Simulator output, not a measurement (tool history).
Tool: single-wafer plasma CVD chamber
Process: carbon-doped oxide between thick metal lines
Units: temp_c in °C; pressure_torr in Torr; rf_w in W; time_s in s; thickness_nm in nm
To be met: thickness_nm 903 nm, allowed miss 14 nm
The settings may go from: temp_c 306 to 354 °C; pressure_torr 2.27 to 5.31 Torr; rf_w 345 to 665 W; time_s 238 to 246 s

| run | day | temp_c | pressure_torr | rf_w | time_s | thickness_nm |
|---|---|---|---|---|---|---|
| 1 | 0 | 330 | 3.79 | 505 | 238 | 1149.5 |
| 2 | 0.371 | 332 | 3.67 | 495 | 238 | 1119.4 |
| 3 | 0.475 | 334 | 3.55 | 485 | 238 | 1089 |
| 4 | 0.6 | 336 | 3.44 | 480 | 238 | 1062.2 |
| 5 | 0.954 | 331 | 3.44 | 480 | 238 | 1086.6 |
| 6 | 1.267 | 331 | 3.44 | 480 | 238 | 1083.1 |
| 7 | 1.475 | 343 | 2.68 | 400 | 238 | 832.39 |
| 8 | 1.554 | 342 | 2.7 | 400 | 238 | 829.67 |
| 9 | 1.783 | 341 | 2.72 | 400 | 238 | 827.27 |
| 10 | 1.862 | 339 | 2.75 | 400 | 238 | 838.76 |
| 11 | 2.15 | 338 | 2.78 | 400 | 238 | 843.55 |

Which of these 4 next moves meets every target?
| A | 2.438 | 333 | 2.94 | 415 | 240 | ? |
| B | 2.438 | 338 | 2.96 | 405 | 238 | ? |
| C | 2.438 | 346 | 2.6 | 400 | 238 | ? |
| D | 2.438 | 330 | 2.32 | 405 | 243 | ? |

| move | thickness_nm |
|---|---|
| A | 904.09 |
| B | 859.28 |
| C | 820.13 |
| D | 877.5 |
A: meets every target
B: nearer than the last run, and not there yet
C: further off than the last run
D: nearer than the last run, and not there yet
The right move is A.
